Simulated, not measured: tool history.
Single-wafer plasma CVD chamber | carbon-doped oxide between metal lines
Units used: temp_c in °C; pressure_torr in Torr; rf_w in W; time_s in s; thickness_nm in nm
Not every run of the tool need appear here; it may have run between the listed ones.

| run | day | temp_c | pressure_torr | rf_w | time_s | thickness_nm |
|---|---|---|---|---|---|---|
| 1 | 0.000 | 360 | 6.90 | 650 | 30.9 | 184.35 |
| 2 | 0.146 | 360 | 6.90 | 650 | 30.9 | 182.79 |
| 3 | 0.217 | 361 | 6.80 | 640 | 30.9 | 180.68 |
| 4 | 0.446 | 362 | 6.67 | 635 | 30.9 | 178.59 |
| 5 | 0.554 | 362 | 6.67 | 635 | 30.9 | 179.51 |
| 6 | 0.846 | 358 | 6.67 | 635 | 30.9 | 180.50 |
| 7 | 0.908 | 359 | 6.48 | 630 | 30.9 | 180.09 |
| 8 | 1.217 | 361 | 6.45 | 625 | 30.9 | 177.45 |
| 9 | 1.292 | 362 | 6.34 | 620 | 30.9 | 177.23 |

What will run 10 give?
| 10 | 1.538 | 373 | 5.85 | 520 | 30.9 | ? |

Logged for run 10: thickness_nm 154.36 nm.

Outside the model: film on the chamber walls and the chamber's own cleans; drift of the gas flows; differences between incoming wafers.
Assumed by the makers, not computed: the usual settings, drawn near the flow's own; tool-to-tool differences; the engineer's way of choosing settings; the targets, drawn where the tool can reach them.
